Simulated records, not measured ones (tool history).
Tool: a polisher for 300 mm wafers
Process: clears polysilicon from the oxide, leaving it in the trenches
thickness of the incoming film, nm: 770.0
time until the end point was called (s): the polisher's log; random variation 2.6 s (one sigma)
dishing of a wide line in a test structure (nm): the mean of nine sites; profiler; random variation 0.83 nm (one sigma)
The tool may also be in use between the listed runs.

| run | day | flow of slurry (ml/min) | pressure of the wafer on the pad (kPa) | speed of the pad under the wafer (cm/s) | overpolish time after the end point (s) | time until the end point was called (s) | dishing of a wide line in a test structure (nm) |
|---|---|---|---|---|---|---|---|
| 1 | 0.000 | 150 | 13.8 | 118 | 28 | 64.029 | 79.588 |
| 2 | 0.125 | 140 | 13.8 | 118 | 28 | 65.607 | 80.524 |
| 3 | 0.383 | 140 | 11.0 | 118 | 28 | 80.404 | 79.451 |
| 4 | 0.742 | 140 | 11.0 | 118 | 38 | 80.187 | 78.356 |
|  | 1.112 | worn pad replaced by a new one |
| 5 | 1.112 | 150 | 9.7 | 108 | 43 | 93.379 | 79.912 |
| 6 | 1.446 | 130 | 8.3 | 106 | 32 | 107.860 | 75.093 |
| 7 | 1.529 | 125 | 6.2 | 86 | 30 | 171.690 | 65.583 |

Run 8 comes next. What will it give?
| 8 | 1.862 | 130 | 6.2 | 88 | 36 | ? | ? |

time until the end point was called (s): 164.530
dishing of a wide line in a test structure (nm): 69.144
